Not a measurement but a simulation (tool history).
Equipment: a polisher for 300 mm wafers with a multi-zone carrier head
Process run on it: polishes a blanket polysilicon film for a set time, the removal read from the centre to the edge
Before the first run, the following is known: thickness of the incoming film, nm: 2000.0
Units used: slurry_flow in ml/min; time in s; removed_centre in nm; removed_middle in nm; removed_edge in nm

| run | hour | slurry_flow | centre_zone | middle_zone | edge_zone | time | removed_centre | removed_middle | removed_edge |
|---|---|---|---|---|---|---|---|---|---|
| 1 | 0 | 140 | 1 | 1 | 1 | 48 | 468.68 | 463.83 | 482.67 |
| 2 | 5.6 | 135 | 0.99 | 1.01 | 0.97 | 43 | 414.23 | 416.25 | 427.92 |
| 3 | 7.7 | 165 | 0.99 | 1.01 | 0.97 | 43 | 426.71 | 434.77 | 441.49 |
| 4 | 14.3 | 165 | 0.96 | 1.01 | 0.97 | 43 | 413.12 | 433.06 | 435.83 |
| 5 | 20.4 | 165 | 0.96 | 1.01 | 0.97 | 47 | 448.49 | 472.01 | 473.01 |
| 6 | 25.5 | 165 | 0.96 | 0.98 | 0.97 | 47 | 447.73 | 459.92 | 478.25 |
| 7 | 27.1 | 155 | 0.96 | 1 | 0.94 | 42 | 398.19 | 410.14 | 409.2 |
| 8 | 28.3 | 145 | 0.94 | 1 | 0.91 | 40 | 368.68 | 386.71 | 389.28 |
| 9 | 32.5 | 145 | 0.94 | 1.02 | 0.89 | 37 | 339.55 | 368.53 | 358.76 |
| 10 | 34 | 145 | 0.94 | 1.03 | 0.87 | 34 | 311.09 | 347.6 | 324.95 |
| 11 | 40.5 | 140 | 0.94 | 1.03 | 0.86 | 33 | 293.7 | 330.83 | 313.2 |
| 12 | 42.7 | 135 | 0.95 | 1.04 | 0.85 | 32 | 297.31 | 318.11 | 303.08 |
| 13 | 50.8 | 105 | 0.9 | 1.12 | 0.81 | 26 | 211.98 | 265.91 | 236.77 |
|  | 55.4 | slurry nozzle cleaned |
| 14 | 55.4 | 115 | 0.91 | 1.11 | 0.81 | 26 | 236.09 | 277.73 | 245.26 |
| 15 | 57.5 | 120 | 0.91 | 1.1 | 0.81 | 26 | 237.01 | 286.71 | 246.24 |
| 16 | 62.1 | 120 | 0.92 | 1.09 | 0.81 | 26 | 240.63 | 281.82 | 246.88 |
| 17 | 63 | 125 | 0.92 | 1.08 | 0.81 | 26 | 242.08 | 276.21 | 248.93 |
| 18 | 65.8 | 130 | 0.92 | 1.08 | 0.81 | 26 | 240.09 | 282.12 | 251.11 |
| 19 | 68.2 | 135 | 0.93 | 1.08 | 0.81 | 26 | 240.84 | 281.94 | 250.82 |

Predict the results of run 20:
| 20 | 69.8 | 140 | 0.94 | 1.08 | 0.81 | 26 | ? | ? | ? |

removed_centre: 255.76 nm
removed_middle: 283.12 nm
removed_edge: 253.23 nm
